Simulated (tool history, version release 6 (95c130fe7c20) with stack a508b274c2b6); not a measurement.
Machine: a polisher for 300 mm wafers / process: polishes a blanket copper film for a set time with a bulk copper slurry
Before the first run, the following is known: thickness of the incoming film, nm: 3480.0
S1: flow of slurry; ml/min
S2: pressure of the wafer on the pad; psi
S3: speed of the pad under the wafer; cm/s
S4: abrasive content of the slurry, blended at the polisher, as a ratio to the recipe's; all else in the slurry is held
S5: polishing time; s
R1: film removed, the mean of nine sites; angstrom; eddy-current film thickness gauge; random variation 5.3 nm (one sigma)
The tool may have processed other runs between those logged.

run	day	S1	S2	S3	S4	S5	R1
1	0	285	3.3	122	1	47	5908.9
2	0.092	285	3.3	122	0.8	47	5519.3
3	0.392	285	3.1	122	0.8	47	5227.8
4	0.454	340	3.1	122	0.8	47	5316.4
5	0.771	340	3	122	0.8	47	5184.2
6	1.05	340	3.3	122	0.8	47	5495.5
7	1.392	340	3.1	122	0.8	47	5343.5

The next listed run, before its measurement:
8	1.721	340	2.9	122	0.8	47	?

{"run 8": {"R1": 4980.2}}
